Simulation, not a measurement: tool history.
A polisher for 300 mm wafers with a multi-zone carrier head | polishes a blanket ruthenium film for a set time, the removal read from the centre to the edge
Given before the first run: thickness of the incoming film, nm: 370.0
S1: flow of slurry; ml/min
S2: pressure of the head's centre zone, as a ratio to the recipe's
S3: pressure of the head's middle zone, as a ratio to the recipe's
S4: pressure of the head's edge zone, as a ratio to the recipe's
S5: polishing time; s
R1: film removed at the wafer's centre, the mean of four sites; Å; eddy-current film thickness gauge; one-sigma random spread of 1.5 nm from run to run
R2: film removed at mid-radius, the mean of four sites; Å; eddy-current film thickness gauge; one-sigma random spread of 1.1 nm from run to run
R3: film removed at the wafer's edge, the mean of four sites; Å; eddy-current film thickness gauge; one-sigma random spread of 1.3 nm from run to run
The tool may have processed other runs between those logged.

run 1 hour=0 | S1=140 S2=1 S3=1 S4=1 S5=45 | R1=940.94 R2=988.18 R3=986.19
run 2 hour=6 | S1=140 S2=1 S3=1 S4=1 S5=56 | R1=1166.8 R2=1215 R3=1211
run 3 hour=10.7 | S1=140 S2=1 S3=1 S4=1 S5=64 | R1=1366.2 R2=1395.3 R3=1383.2
run 4 hour=11.3 | S1=140 S2=0.94 S3=1 S4=1 S5=64 | R1=1253.1 R2=1389.2 R3=1383.6
run 5 hour=15.1 | S1=140 S2=0.94 S3=1.06 S4=1 S5=64 | R1=1259.3 R2=1458.9 R3=1379
run 6 hour=20.5 | S1=140 S2=0.94 S3=1.06 S4=1.07 S5=64 | R1=1290.9 R2=1433.7 R3=1433.8
run 7 hour=28.7 | S1=140 S2=0.96 S3=1.05 S4=1.07 S5=64 | R1=1296.4 R2=1434.9 R3=1402.7
run 8 hour=35.6 | S1=150 S2=1.06 S3=0.95 S4=1.14 S5=66 | R1=1493.5 R2=1365.7 R3=1523.5

What will run 9 give?
run 9 hour=38.3 | S1=150 S2=1.06 S3=0.95 S4=1.13 S5=66 | R1=? R2=? R3=?

R1: 1482.4 Å
R2: 1387 Å
R3: 1538.4 Å
